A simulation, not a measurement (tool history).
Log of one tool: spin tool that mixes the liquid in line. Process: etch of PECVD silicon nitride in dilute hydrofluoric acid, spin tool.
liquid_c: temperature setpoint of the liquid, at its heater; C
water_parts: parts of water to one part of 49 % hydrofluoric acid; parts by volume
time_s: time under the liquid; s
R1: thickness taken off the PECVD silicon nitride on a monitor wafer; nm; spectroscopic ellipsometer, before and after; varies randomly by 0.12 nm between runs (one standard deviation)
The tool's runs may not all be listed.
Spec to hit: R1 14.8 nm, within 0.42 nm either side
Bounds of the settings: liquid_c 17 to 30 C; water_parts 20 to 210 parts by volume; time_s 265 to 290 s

{"run": 1, "hour": 0.0, "liquid_c": 22, "water_parts": 115, "time_s": 265, "R1": 8.0507}
{"run": 2, "hour": 1.3, "liquid_c": 23.5, "water_parts": 115, "time_s": 265, "R1": 8.818}
{"run": 3, "hour": 9.7, "liquid_c": 23.5, "water_parts": 115, "time_s": 265, "R1": 8.8821}
{"run": 4, "hour": 11.7, "liquid_c": 25, "water_parts": 115, "time_s": 265, "R1": 9.7892}
{"run": 5, "hour": 16.7, "liquid_c": 25, "water_parts": 100, "time_s": 265, "R1": 11.345}
{"run": 6, "hour": 18.8, "liquid_c": 23, "water_parts": 100, "time_s": 265, "R1": 9.9511}
{"run": 7, "hour": 20.3, "liquid_c": 24, "water_parts": 100, "time_s": 265, "R1": 10.425}
{"run": 8, "hour": 21.5, "liquid_c": 25, "water_parts": 100, "time_s": 265, "R1": 11.216}
{"run": 9, "hour": 24.7, "liquid_c": 26, "water_parts": 100, "time_s": 265, "R1": 11.853}
{"run": 10, "hour": 27.0, "liquid_c": 26.5, "water_parts": 100, "time_s": 265, "R1": 12.567}
{"run": 11, "hour": 34.9, "liquid_c": 27, "water_parts": 100, "time_s": 265, "R1": 12.759}
{"run": 12, "hour": 40.4, "liquid_c": 27.5, "water_parts": 100, "time_s": 265, "R1": 13.18}
{"run": 13, "hour": 49.3, "liquid_c": 28, "water_parts": 100, "time_s": 265, "R1": 13.582}
{"run": 14, "hour": 51.1, "liquid_c": 28.5, "water_parts": 100, "time_s": 265, "R1": 14.012}

Next run, 5 choices. One meets every target within its allowed miss, the rest don't. Which?
{"run": "A", "hour": 52.9, "liquid_c": 28.5, "water_parts": 95, "time_s": 285, "R1": "?"}
{"run": "B", "hour": 52.9, "liquid_c": 26, "water_parts": 80, "time_s": 265, "R1": "?"}
{"run": "C", "hour": 52.9, "liquid_c": 26.5, "water_parts": 80, "time_s": 265, "R1": "?"}
{"run": "D", "hour": 52.9, "liquid_c": 27.5, "water_parts": 90, "time_s": 290, "R1": "?"}
{"run": "E", "hour": 52.9, "liquid_c": 28, "water_parts": 85, "time_s": 265, "R1": "?"}

move=A R1=16.004
move=B R1=15.024
move=C R1=15.522
move=D R1=16.122
move=E R1=16.105
A: carries the result that was furthest off beyond its target, to the other side
B: in spec on every target
C: carries the result that was furthest off beyond its target, to the other side
D: carries the result that was furthest off beyond its target, to the other side
E: carries the result that was furthest off beyond its target, to the other side
Move B is the one to make.
